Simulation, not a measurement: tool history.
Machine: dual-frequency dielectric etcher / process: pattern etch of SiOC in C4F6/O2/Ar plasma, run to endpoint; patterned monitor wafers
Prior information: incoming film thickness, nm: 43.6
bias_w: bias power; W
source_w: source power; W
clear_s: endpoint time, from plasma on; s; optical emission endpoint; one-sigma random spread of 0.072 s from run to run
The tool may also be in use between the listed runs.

run  hour  bias_w  source_w  clear_s
  1     0     560       390   14.245
  2   4.4     594       390   13.941
  3  10.3     549       390   14.312
  4    19     602       390   13.817
  5  26.4     569       390   14.235
  6  32.8     512       390   14.572

Run 7 has not been measured yet. What should we expect?
  7  37.6     400       360        ?

{"run 7": {"clear_s": 16.155}}
